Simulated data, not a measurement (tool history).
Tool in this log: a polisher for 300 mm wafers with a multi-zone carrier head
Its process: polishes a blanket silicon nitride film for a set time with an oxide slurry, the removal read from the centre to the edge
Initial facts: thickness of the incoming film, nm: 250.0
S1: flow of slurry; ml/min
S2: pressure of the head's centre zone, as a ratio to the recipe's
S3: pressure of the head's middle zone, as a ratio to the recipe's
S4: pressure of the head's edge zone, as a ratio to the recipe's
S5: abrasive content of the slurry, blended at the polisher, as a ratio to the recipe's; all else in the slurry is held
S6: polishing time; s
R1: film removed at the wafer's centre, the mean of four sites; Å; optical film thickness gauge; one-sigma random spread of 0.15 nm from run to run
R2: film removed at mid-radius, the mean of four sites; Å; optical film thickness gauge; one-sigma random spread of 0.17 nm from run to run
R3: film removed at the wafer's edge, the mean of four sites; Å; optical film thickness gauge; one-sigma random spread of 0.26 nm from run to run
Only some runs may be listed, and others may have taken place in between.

run,hour,S1,S2,S3,S4,S5,S6,R1,R2,R3
1,0.0,145,1.00,1.00,1.00,1.00,69,381.86,369.73,362.07
2,1.3,145,1.05,1.00,1.00,1.00,69,407.31,371.67,367.02
3,9.6,145,1.05,1.00,1.00,0.90,69,383.78,354.95,346.55
4,17.4,145,1.00,1.00,1.00,0.90,69,365.69,353.31,344.06
5,18.2,120,1.00,1.00,1.00,0.90,69,353.83,341.90,345.05
6,25.8,150,1.00,1.00,1.00,0.90,69,367.66,356.55,351.54
7,28.7,145,0.97,0.99,0.97,0.80,65,308.26,310.36,298.76
8,33.6,140,0.94,0.96,0.94,0.75,64,284.34,283.18,274.53
9,34.8,130,0.91,0.95,0.93,0.70,63,258.11,259.60,265.59

Run 10, settings as shown, results not yet in. Your forecast:
10,40.9,130,0.89,0.95,0.91,0.65,62,?,?,?

{"run 10": {"R1": 234.64, "R2": 251.5, "R3": 242.11}}

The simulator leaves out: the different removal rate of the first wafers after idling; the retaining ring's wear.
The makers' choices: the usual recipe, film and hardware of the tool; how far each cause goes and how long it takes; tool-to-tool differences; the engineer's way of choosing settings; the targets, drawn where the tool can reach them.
